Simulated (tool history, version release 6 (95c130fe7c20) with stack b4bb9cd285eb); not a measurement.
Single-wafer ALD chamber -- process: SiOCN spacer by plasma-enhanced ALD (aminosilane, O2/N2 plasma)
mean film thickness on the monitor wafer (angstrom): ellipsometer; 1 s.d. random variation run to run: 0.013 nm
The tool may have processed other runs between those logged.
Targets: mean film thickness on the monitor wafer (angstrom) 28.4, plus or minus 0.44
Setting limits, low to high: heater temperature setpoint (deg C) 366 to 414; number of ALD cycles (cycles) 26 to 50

run,hour,heater temperature setpoint (deg C),number of ALD cycles (cycles),mean film thickness on the monitor wafer (angstrom)
1,0,390,38,22.404
2,6.2,390,35,20.53
3,11.8,379,35,20.655
4,20.4,379,37,21.872
5,26.4,383,37,21.937
6,33.3,383,38,22.252
7,39.8,383,39,23.011
8,47.8,383,40,23.572
9,53.4,383,41,24.186
10,56.9,383,42,24.72
11,63,383,43,25.271
12,65.6,383,44,26.031
13,74.3,383,46,27.298
14,81.6,383,47,27.778

4 candidate next runs follow, results not yet known. Just one meets every target within its allowed miss. Identify it.
A,88.9,392,48,?
B,88.9,389,46,?
C,88.9,381,46,?
D,88.9,385,46,?

move,mean film thickness on the monitor wafer (angstrom)
A,28.254
B,27.077
C,27.077
D,27.077
A: all results in spec
B: misses by more than the last run did
C: misses by more than the last run did
D: misses by more than the last run did
Answer: A

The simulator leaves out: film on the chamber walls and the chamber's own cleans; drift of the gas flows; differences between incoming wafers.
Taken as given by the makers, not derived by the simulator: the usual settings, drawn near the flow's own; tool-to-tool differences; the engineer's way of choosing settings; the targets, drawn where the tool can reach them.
